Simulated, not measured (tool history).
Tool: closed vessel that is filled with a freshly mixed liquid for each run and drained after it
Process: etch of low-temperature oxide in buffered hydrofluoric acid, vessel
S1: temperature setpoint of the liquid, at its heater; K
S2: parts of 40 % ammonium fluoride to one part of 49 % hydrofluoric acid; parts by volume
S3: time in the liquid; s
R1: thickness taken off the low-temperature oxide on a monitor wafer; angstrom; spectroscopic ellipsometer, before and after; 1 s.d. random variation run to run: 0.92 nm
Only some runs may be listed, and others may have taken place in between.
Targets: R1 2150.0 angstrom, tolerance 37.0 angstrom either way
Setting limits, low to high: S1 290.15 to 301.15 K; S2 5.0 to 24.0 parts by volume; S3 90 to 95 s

Run 1, hour 0.0: S1 293.15 K, S2 14.5 parts by volume, S3 90 s. Result: R1 1548.7 angstrom.
Run 2, hour 7.3: S1 294.65 K, S2 14.5 parts by volume, S3 90 s. Result: R1 1673.8 angstrom.
Run 3, hour 9.5: S1 294.65 K, S2 14.5 parts by volume, S3 90 s. Result: R1 1703.0 angstrom.
Run 4, hour 14.0: S1 297.15 K, S2 14.5 parts by volume, S3 90 s. Result: R1 1931.5 angstrom.
Run 5, hour 20.2: S1 300.65 K, S2 14.5 parts by volume, S3 90 s. Result: R1 2319.5 angstrom.
Run 6, hour 23.8: S1 301.15 K, S2 14.5 parts by volume, S3 90 s. Result: R1 2398.9 angstrom.
Run 7, hour 26.5: S1 300.65 K, S2 14.5 parts by volume, S3 90 s. Result: R1 2338.9 angstrom.
Run 8, hour 33.9: S1 300.15 K, S2 14.5 parts by volume, S3 90 s. Result: R1 2277.8 angstrom.
Run 9, hour 40.7: S1 299.65 K, S2 14.5 parts by volume, S3 90 s. Result: R1 2204.6 angstrom.

5 next moves are on the table. One of them brings every result within its allowed miss. Which?
Run A, hour 47.5: S1 298.15 K, S2 13.0 parts by volume, S3 90 s. Result: R1 ?.
Run B, hour 47.5: S1 300.15 K, S2 14.5 parts by volume, S3 90 s. Result: R1 ?.
Run C, hour 47.5: S1 299.65 K, S2 15.0 parts by volume, S3 95 s. Result: R1 ?.
Run D, hour 47.5: S1 299.15 K, S2 14.5 parts by volume, S3 95 s. Result: R1 ?.
Run E, hour 47.5: S1 299.65 K, S2 15.0 parts by volume, S3 90 s. Result: R1 ?.

move      R1
   A  2278.3
   B  2280.1
   C  2266.4
   D  2280.8
   E  2147.1
A: lands further from the targets than the last run did
B: lands further from the targets than the last run did
C: lands further from the targets than the last run did
D: lands further from the targets than the last run did
E: hits every target within its allowed miss
E is the move that brings every result within its allowed miss.

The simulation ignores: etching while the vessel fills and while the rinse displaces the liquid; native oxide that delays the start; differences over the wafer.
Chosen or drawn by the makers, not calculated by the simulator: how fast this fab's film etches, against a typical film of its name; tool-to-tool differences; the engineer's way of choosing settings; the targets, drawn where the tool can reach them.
